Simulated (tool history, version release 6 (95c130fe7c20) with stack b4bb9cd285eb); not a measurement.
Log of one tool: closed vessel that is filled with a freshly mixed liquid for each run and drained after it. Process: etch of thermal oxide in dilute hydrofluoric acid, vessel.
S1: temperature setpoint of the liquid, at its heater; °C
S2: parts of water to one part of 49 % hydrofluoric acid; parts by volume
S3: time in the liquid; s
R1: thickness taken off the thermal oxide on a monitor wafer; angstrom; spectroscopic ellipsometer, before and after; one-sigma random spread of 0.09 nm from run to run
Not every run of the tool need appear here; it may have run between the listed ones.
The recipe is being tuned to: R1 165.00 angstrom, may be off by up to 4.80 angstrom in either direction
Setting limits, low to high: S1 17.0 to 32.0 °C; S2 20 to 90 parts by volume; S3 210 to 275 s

Run 1, day 0.000: S1 24.0 °C, S2 50 parts by volume, S3 275 s. Result: R1 258.59 angstrom.
Run 2, day 0.129: S1 23.0 °C, S2 50 parts by volume, S3 275 s. Result: R1 248.76 angstrom.
Run 3, day 0.417: S1 21.5 °C, S2 55 parts by volume, S3 275 s. Result: R1 211.43 angstrom.
Run 4, day 0.746: S1 25.0 °C, S2 55 parts by volume, S3 275 s. Result: R1 245.61 angstrom.
Run 5, day 0.788: S1 27.5 °C, S2 55 parts by volume, S3 275 s. Result: R1 271.77 angstrom.
Run 6, day 1.079: S1 27.5 °C, S2 40 parts by volume, S3 275 s. Result: R1 378.16 angstrom.
Run 7, day 1.333: S1 24.5 °C, S2 45 parts by volume, S3 275 s. Result: R1 294.05 angstrom.
Run 8, day 1.454: S1 24.5 °C, S2 45 parts by volume, S3 275 s. Result: R1 298.81 angstrom.
Run 9, day 1.529: S1 22.5 °C, S2 50 parts by volume, S3 275 s. Result: R1 242.72 angstrom.
Run 10, day 1.679: S1 21.0 °C, S2 50 parts by volume, S3 275 s. Result: R1 230.15 angstrom.
Run 11, day 1.867: S1 20.0 °C, S2 50 parts by volume, S3 275 s. Result: R1 220.05 angstrom.

Which single option among these 5 for the next run brings every result within its allowed miss of target? Just one does.
Run A, day 2.054: S1 17.0 °C, S2 55 parts by volume, S3 235 s. Result: R1 ?.
Run B, day 2.054: S1 21.5 °C, S2 35 parts by volume, S3 275 s. Result: R1 ?.
Run C, day 2.054: S1 19.0 °C, S2 60 parts by volume, S3 210 s. Result: R1 ?.
Run D, day 2.054: S1 19.5 °C, S2 40 parts by volume, S3 250 s. Result: R1 ?.
Run E, day 2.054: S1 22.0 °C, S2 65 parts by volume, S3 250 s. Result: R1 ?.

move      R1
   A  149.86
   B  342.23
   C  133.01
   D  248.42
   E  164.77
A: the result that was furthest off in the last run now lies on the other side of its target
B: lands further from the targets than the last run did
C: the result that was furthest off in the last run now lies on the other side of its target
D: lands further from the targets than the last run did
E: all results in spec
Answer: E
